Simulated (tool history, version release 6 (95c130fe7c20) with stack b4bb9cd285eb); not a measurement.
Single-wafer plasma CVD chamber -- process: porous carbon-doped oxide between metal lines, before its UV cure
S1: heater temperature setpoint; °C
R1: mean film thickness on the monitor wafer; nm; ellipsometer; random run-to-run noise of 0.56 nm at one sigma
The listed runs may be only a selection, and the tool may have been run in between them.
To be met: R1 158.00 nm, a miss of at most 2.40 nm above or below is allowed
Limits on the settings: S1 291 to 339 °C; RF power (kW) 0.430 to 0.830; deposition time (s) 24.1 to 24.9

{"run": 1, "hour": 0.0, "S1": 315, "RF power (kW)": 0.63, "deposition time (s)": 24.1, "R1": 140.66}
{"run": 2, "hour": 1.1, "S1": 309, "RF power (kW)": 0.635, "deposition time (s)": 24.1, "R1": 144.23}
{"run": 3, "hour": 1.7, "S1": 304, "RF power (kW)": 0.65, "deposition time (s)": 24.1, "R1": 150.01}
{"run": 4, "hour": 9.8, "S1": 301, "RF power (kW)": 0.655, "deposition time (s)": 24.1, "R1": 152.98}
{"run": 5, "hour": 13.2, "S1": 301, "RF power (kW)": 0.655, "deposition time (s)": 24.1, "R1": 153.36}
{"run": 6, "hour": 17.9, "S1": 291, "RF power (kW)": 0.655, "deposition time (s)": 24.1, "R1": 161.84}
{"run": 7, "hour": 25.5, "S1": 292, "RF power (kW)": 0.655, "deposition time (s)": 24.1, "R1": 161.02}
{"run": 8, "hour": 32.5, "S1": 292, "RF power (kW)": 0.655, "deposition time (s)": 24.1, "R1": 160.36}
{"run": 9, "hour": 34.6, "S1": 292, "RF power (kW)": 0.655, "deposition time (s)": 24.1, "R1": 161.23}

Next run, 4 choices. One meets every target within its allowed miss, the rest don't. Which?
{"run": "A", "hour": 36.7, "S1": 296, "RF power (kW)": 0.665, "deposition time (s)": 24.8, "R1": "?"}
{"run": "B", "hour": 36.7, "S1": 292, "RF power (kW)": 0.675, "deposition time (s)": 24.4, "R1": "?"}
{"run": "C", "hour": 36.7, "S1": 297, "RF power (kW)": 0.67, "deposition time (s)": 24.1, "R1": "?"}
{"run": "D", "hour": 36.7, "S1": 292, "RF power (kW)": 0.635, "deposition time (s)": 24.9, "R1": "?"}

move=A R1=163.11
move=B R1=165.40
move=C R1=158.58
move=D R1=162.44
A: the biggest miss grows against the last run
B: the biggest miss grows against the last run
C: in spec on every target
D: the biggest miss grows against the last run
C is the move that brings every result within its allowed miss.

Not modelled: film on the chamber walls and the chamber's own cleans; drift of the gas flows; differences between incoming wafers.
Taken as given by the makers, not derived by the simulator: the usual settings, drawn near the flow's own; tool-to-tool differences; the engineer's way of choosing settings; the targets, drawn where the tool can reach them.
